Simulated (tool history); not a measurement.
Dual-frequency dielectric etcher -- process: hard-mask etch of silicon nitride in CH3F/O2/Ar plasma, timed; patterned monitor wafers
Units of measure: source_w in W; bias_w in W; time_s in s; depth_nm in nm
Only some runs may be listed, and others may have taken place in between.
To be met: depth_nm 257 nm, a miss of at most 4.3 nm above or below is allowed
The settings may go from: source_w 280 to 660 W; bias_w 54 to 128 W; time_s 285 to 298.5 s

| run | hour | source_w | bias_w | time_s | depth_nm |
|---|---|---|---|---|---|
| 1 | 0 | 470 | 91 | 285 | 211.86 |
| 2 | 7.6 | 470 | 91 | 298.5 | 220.59 |
| 3 | 11.7 | 470 | 82 | 298.5 | 209.45 |
| 4 | 16.3 | 470 | 82 | 298.5 | 211.93 |
| 5 | 17.1 | 470 | 82 | 298.5 | 210.11 |
| 6 | 17.9 | 550 | 82 | 298.5 | 224.73 |
| 7 | 20.8 | 570 | 84 | 298.5 | 230.42 |
| 8 | 21.6 | 590 | 86 | 298.5 | 235.01 |
| 9 | 25.6 | 600 | 88 | 298.5 | 238.41 |
| 10 | 27.8 | 610 | 89 | 298.5 | 241.97 |
| 11 | 33.2 | 620 | 90 | 298.5 | 245.95 |
| 12 | 41 | 630 | 91 | 298.5 | 247.05 |
| 13 | 45.8 | 640 | 92 | 298.5 | 251.32 |

Of the 4 settings listed for the next run, only one would bring every result within its allowed miss of target. Which one?
| A | 50.6 | 650 | 118 | 285 | ? |
| B | 50.6 | 620 | 100 | 296.5 | ? |
| C | 50.6 | 610 | 111 | 296.5 | ? |
| D | 50.6 | 620 | 94 | 295.5 | ? |

| move | depth_nm |
|---|---|
| A | 271.3 |
| B | 256.58 |
| C | 267.68 |
| D | 248.42 |
A: moves the result that the last run missed by most past its target, out the other side
B: all results land within tolerance of their targets
C: moves the result that the last run missed by most past its target, out the other side
D: its largest miss is bigger than the last run's
Move B is the one to make.
